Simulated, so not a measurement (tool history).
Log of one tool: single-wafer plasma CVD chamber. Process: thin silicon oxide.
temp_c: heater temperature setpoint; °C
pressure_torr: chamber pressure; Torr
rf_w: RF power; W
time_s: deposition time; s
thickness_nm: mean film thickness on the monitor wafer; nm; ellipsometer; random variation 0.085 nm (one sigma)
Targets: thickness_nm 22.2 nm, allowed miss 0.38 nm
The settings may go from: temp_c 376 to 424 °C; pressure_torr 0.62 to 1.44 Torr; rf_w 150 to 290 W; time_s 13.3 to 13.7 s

| run | hour | temp_c | pressure_torr | rf_w | time_s | thickness_nm |
|---|---|---|---|---|---|---|
| 1 | 0 | 400 | 1.03 | 220 | 13.3 | 25.691 |
| 2 | 2.4 | 400 | 1.03 | 210 | 13.3 | 25.301 |
| 3 | 5.9 | 400 | 0.98 | 210 | 13.3 | 24.432 |
| 4 | 14.6 | 400 | 0.95 | 210 | 13.3 | 23.904 |
| 5 | 23.4 | 400 | 0.92 | 210 | 13.3 | 23.433 |
| 6 | 25.2 | 400 | 1.04 | 210 | 13.3 | 25.466 |
| 7 | 26.8 | 400 | 0.83 | 205 | 13.3 | 21.404 |
| 8 | 33.8 | 400 | 0.84 | 205 | 13.3 | 21.62 |

Which of these 5 next moves meets every target?
| A | 40.8 | 401 | 0.89 | 180 | 13.3 | ? |
| B | 40.8 | 388 | 0.76 | 190 | 13.7 | ? |
| C | 40.8 | 400 | 0.87 | 185 | 13.7 | ? |
| D | 40.8 | 392 | 0.86 | 185 | 13.4 | ? |
| E | 40.8 | 400 | 0.77 | 220 | 13.3 | ? |

| move | thickness_nm |
|---|---|
| A | 21.635 |
| B | 20.234 |
| C | 22.132 |
| D | 21.587 |
| E | 20.751 |
A: as far off as the last run
B: further off than the last run
C: meets every target
D: further off than the last run
E: further off than the last run
The right move is C.

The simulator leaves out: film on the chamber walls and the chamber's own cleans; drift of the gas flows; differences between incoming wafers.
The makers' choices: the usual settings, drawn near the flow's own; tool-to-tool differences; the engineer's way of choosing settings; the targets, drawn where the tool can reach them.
